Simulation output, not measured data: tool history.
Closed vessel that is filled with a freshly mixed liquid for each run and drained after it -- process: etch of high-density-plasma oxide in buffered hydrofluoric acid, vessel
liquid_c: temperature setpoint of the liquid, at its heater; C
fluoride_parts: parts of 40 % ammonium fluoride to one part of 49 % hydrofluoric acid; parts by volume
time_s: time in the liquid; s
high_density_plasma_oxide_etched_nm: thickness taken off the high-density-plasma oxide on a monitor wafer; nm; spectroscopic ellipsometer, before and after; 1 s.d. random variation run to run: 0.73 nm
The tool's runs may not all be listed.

run,day,liquid_c,fluoride_parts,time_s,high_density_plasma_oxide_etched_nm
1,0.000,20.0,8,95,100.260
2,0.304,21.0,8,95,106.150
3,0.546,19.5,8,95,97.170
4,0.733,19.5,8,105,107.150
5,1.096,19.5,9,105,94.316
6,1.467,20.5,9,105,99.446

Expected results for the next run?
7,1.738,21.5,9,105,?

high_density_plasma_oxide_etched_nm: 106.120 nm
